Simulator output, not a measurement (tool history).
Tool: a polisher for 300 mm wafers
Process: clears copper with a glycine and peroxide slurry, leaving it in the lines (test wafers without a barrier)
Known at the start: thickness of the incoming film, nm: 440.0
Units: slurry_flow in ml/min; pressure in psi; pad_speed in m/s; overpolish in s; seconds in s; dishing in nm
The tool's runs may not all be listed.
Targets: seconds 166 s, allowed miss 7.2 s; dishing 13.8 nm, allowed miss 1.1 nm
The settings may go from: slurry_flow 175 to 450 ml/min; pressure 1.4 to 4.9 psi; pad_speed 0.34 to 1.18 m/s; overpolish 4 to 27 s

run  hour  slurry_flow  pressure  pad_speed  overpolish  seconds  dishing
  1     0          290       3.1       0.76          14   115.25   16.255
  2   3.3          325       3.1       0.76          14   109.22   16.563
  3   4.1          370       3.1       0.76          14   110.78   16.758
  4   5.6          365       2.9       0.76          13    116.8   17.208
  5  10.1          340       2.9       0.74          12   117.74   16.292
  6  17.8          325       2.8       0.74          11   121.99   15.372
  7  23.4          325       2.8       0.74          11    122.4   15.258
  8  27.3          320       2.7       0.74          11   123.71   15.414
  9  36.1          315       2.5       0.74          11   133.22    14.77
 10  43.7          315       2.4       0.74          11   134.48   15.176
 11  45.4          310       2.3       0.74          11   141.75   15.615
 12  46.1          305       2.2       0.74          10   142.74   14.724
 13  53.8          305       2.1       0.74          10   147.21   13.835

4 next moves are on the table. One of them brings every result within its allowed miss. Which?
  A  61.5          285         2       0.78          11        ?        ?
  B  61.5          330         2       0.54          13        ?        ?
  C  61.5          330       2.8       0.76          10        ?        ?
  D  61.5          320         2       0.66          10        ?        ?

move  seconds  dishing
   A   150.42   14.616
   B    189.9   14.887
   C   120.92   14.941
   D   167.02   13.507
A: nearer than the last run, and not there yet
B: takes the result that was furthest off past its target
C: further off than the last run
D: meets every target
Move D is the one to make.
